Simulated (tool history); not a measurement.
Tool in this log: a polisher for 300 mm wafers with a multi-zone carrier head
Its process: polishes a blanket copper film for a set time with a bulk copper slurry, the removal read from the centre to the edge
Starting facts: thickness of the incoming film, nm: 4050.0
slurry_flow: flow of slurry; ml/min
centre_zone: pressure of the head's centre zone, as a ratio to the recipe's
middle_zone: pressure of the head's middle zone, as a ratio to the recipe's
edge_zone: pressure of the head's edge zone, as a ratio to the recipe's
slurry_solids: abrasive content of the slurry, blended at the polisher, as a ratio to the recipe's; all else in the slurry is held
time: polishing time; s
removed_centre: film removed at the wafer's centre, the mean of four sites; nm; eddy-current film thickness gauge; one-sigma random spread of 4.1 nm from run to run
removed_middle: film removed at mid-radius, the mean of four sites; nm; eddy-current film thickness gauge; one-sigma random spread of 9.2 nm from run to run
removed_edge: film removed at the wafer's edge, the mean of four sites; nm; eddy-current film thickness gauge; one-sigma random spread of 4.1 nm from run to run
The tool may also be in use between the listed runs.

run  hour  slurry_flow  centre_zone  middle_zone  edge_zone  slurry_solids  time  removed_centre  removed_middle  removed_edge
  1   0.0          235         1.00         1.00       1.00           1.00    62          810.61          811.32        817.36
  2   5.2          235         0.99         0.99       0.95           0.85    60          753.56          755.08        737.01
  3  13.3          235         0.99         0.99       0.95           0.85    66          837.07          829.57        815.70
  4  16.0          235         1.04         0.99       0.95           0.85    66          881.58          816.31        816.35
  5  24.8          230         1.00         0.97       0.92           0.75    64          782.61          780.36        763.32
  6  31.9          235         1.00         0.96       0.90           0.70    61          744.03          735.75        715.27
  7  40.9          195         0.94         0.92       0.81           0.50    56          595.56          575.12        580.38

Run 8 has not been measured yet. What should we expect?
  8  44.4          210         0.94         0.93       0.82           0.50    56               ?               ?             ?

{"run 8": {"removed_centre": 589.82, "removed_middle": 605.29, "removed_edge": 583.58}}
